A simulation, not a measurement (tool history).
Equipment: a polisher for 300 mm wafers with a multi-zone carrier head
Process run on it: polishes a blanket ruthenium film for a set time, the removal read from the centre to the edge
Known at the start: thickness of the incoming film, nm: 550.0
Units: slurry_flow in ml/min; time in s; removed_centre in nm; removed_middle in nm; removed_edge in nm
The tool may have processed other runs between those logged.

{"run": 1, "hour": 0.0, "slurry_flow": 225, "centre_zone": 1, "middle_zone": 1, "edge_zone": 1, "time": 89, "removed_centre": 85.473, "removed_middle": 83.535, "removed_edge": 85.459}
{"run": 2, "hour": 2.0, "slurry_flow": 220, "centre_zone": 0.99, "middle_zone": 0.99, "edge_zone": 1, "time": 89, "removed_centre": 84.986, "removed_middle": 82.65, "removed_edge": 86.119}
{"run": 3, "hour": 5.8, "slurry_flow": 215, "centre_zone": 0.98, "middle_zone": 0.98, "edge_zone": 1, "time": 89, "removed_centre": 83.577, "removed_middle": 81.073, "removed_edge": 83.02}
{"run": 4, "hour": 14.2, "slurry_flow": 215, "centre_zone": 0.97, "middle_zone": 0.97, "edge_zone": 1.02, "time": 89, "removed_centre": 83.678, "removed_middle": 80.73, "removed_edge": 85.092}
{"run": 5, "hour": 19.9, "slurry_flow": 215, "centre_zone": 0.97, "middle_zone": 0.97, "edge_zone": 1.05, "time": 89, "removed_centre": 83.177, "removed_middle": 79.702, "removed_edge": 85.841}
{"run": 6, "hour": 21.8, "slurry_flow": 215, "centre_zone": 0.97, "middle_zone": 0.97, "edge_zone": 1.05, "time": 109, "removed_centre": 102.42, "removed_middle": 99.405, "removed_edge": 105.56}
{"run": 7, "hour": 27.7, "slurry_flow": 210, "centre_zone": 0.95, "middle_zone": 0.96, "edge_zone": 1.05, "time": 107, "removed_centre": 97.42, "removed_middle": 97.851, "removed_edge": 104.13}
{"run": 8, "hour": 32.9, "slurry_flow": 205, "centre_zone": 0.94, "middle_zone": 0.95, "edge_zone": 1.05, "time": 105, "removed_centre": 94.187, "removed_middle": 93.374, "removed_edge": 101.55}

Predict the results of run 9:
{"run": 9, "hour": 35.1, "slurry_flow": 160, "centre_zone": 0.84, "middle_zone": 0.85, "edge_zone": 0.95, "time": 94, "removed_centre": "?", "removed_middle": "?", "removed_edge": "?"}

removed_centre: 73.232 nm
removed_middle: 74.563 nm
removed_edge: 85.681 nm

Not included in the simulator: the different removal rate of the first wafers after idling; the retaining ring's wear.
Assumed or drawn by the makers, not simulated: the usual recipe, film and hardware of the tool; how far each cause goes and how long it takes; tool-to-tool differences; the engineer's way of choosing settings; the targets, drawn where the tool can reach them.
